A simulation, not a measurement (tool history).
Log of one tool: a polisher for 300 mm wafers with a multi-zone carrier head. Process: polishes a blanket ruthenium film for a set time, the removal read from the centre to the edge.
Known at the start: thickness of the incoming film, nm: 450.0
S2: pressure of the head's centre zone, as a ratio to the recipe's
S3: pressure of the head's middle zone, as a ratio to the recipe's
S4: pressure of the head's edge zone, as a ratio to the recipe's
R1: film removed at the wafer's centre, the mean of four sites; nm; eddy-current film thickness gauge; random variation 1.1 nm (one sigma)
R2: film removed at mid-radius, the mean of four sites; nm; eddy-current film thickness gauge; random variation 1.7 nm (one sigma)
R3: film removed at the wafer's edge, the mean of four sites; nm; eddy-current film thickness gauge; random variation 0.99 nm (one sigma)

Run 1, hour 0: flow of slurry (ml/min) 290, S2 1, S3 1, S4 1, polishing time (s) 76. Result: R1 94.919 nm, R2 89.798 nm, R3 91.946 nm.
Run 2, hour 2.2: flow of slurry (ml/min) 300, S2 1.04, S3 1.05, S4 1.01, polishing time (s) 79. Result: R1 101.41 nm, R2 100.6 nm, R3 94.698 nm.
Run 3, hour 7.9: flow of slurry (ml/min) 305, S2 1.07, S3 1.06, S4 1.03, polishing time (s) 82. Result: R1 109.05 nm, R2 103.28 nm, R3 100.67 nm.
Run 4, hour 10.3: flow of slurry (ml/min) 305, S2 1.07, S3 0.99, S4 1.03, polishing time (s) 82. Result: R1 107.26 nm, R2 99.313 nm, R3 99.22 nm.
Run 5, hour 17.7: flow of slurry (ml/min) 310, S2 1.09, S3 1.02, S4 1.04, polishing time (s) 84. Result: R1 112.84 nm, R2 102 nm, R3 102.71 nm.
Run 6, hour 19.3: flow of slurry (ml/min) 315, S2 1.11, S3 1.06, S4 1.04, polishing time (s) 86. Result: R1 117.09 nm, R2 110.62 nm, R3 105.66 nm.
Run 7, hour 27.3: flow of slurry (ml/min) 320, S2 1.13, S3 1.08, S4 1.04, polishing time (s) 87. Result: R1 120.38 nm, R2 113.77 nm, R3 107.17 nm.
Run 8, hour 34.1: flow of slurry (ml/min) 325, S2 1.14, S3 1.09, S4 1.04, polishing time (s) 88. Result: R1 122.57 nm, R2 115.43 nm, R3 109.58 nm.
Run 9, hour 37.5: flow of slurry (ml/min) 325, S2 1.15, S3 1.1, S4 1.03, polishing time (s) 89. Result: R1 125.3 nm, R2 117.93 nm, R3 109.59 nm.

Forecast run 10:
Run 10, hour 43.1: flow of slurry (ml/min) 330, S2 1.16, S3 1.11, S4 1.03, polishing time (s) 90. Result: R1 ?, R2 ?, R3 ?.

Run 10 gave R1 128.7 nm, R2 118.55 nm, R3 108.38 nm.
